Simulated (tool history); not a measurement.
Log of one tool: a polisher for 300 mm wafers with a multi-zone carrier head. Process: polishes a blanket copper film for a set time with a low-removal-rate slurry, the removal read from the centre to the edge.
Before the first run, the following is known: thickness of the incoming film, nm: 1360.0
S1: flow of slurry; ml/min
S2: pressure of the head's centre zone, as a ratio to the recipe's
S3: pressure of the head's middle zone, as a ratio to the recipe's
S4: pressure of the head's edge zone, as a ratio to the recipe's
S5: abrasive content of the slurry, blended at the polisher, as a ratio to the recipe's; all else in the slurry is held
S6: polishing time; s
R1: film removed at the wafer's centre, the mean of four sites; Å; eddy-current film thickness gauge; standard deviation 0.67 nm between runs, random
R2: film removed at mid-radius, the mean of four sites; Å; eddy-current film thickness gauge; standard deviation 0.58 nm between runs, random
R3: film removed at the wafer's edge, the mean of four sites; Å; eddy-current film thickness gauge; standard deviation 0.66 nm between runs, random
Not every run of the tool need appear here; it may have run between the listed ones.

run    day   S1    S2    S3    S4    S5  S6      R1      R2      R3
  1  0.000  180  1.00  1.00  1.00  1.00  32  819.73  813.17  826.94
  2  0.125  180  1.07  1.00  1.00  1.00  32  894.31  827.46  831.13
  3  0.188  180  1.07  1.06  1.00  1.00  32  891.14  857.50  830.99
  4  0.538  175  1.05  1.05  0.99  0.95  31  830.44  804.20  791.04
  5  0.562  175  1.04  1.04  0.98  0.90  30  787.82  772.18  753.64
  6  0.621  135  1.04  1.04  0.98  0.90  30  757.64  755.45  726.81
  7  0.950  135  1.03  1.03  0.98  0.85  30  727.13  733.93  715.62
  8  1.117  135  1.02  1.02  0.97  0.80  30  740.12  731.59  717.59
  9  1.375  120  0.92  0.97  1.01  0.65  22  448.51  476.79  517.11

For run 10, what comes out?
 10  1.433  130  0.93  0.98  1.02  0.65  22   ?   ?   ?

Run 10 measured R1 451.51 Å, R2 486.04 Å, R3 510.57 Å.

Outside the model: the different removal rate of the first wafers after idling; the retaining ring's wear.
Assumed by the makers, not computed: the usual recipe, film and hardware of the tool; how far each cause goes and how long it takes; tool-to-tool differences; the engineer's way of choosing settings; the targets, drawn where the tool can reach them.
